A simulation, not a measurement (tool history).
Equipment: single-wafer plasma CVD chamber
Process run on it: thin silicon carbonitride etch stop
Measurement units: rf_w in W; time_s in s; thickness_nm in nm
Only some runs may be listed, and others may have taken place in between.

run 1 hour=0.0 | rf_w=155 time_s=14.6 | thickness_nm=7.9006
run 2 hour=2.8 | rf_w=140 time_s=14.6 | thickness_nm=7.5772
run 3 hour=10.7 | rf_w=140 time_s=13.3 | thickness_nm=6.9040
run 4 hour=15.3 | rf_w=150 time_s=13.3 | thickness_nm=7.1301
run 5 hour=16.9 | rf_w=160 time_s=14.1 | thickness_nm=7.6653
run 6 hour=20.1 | rf_w=170 time_s=14.1 | thickness_nm=7.8104

Run 7 has not been measured yet. What should we expect?
run 7 hour=21.9 | rf_w=175 time_s=14.8 | thickness_nm=?

{"run 7": {"thickness_nm": 8.3133}}
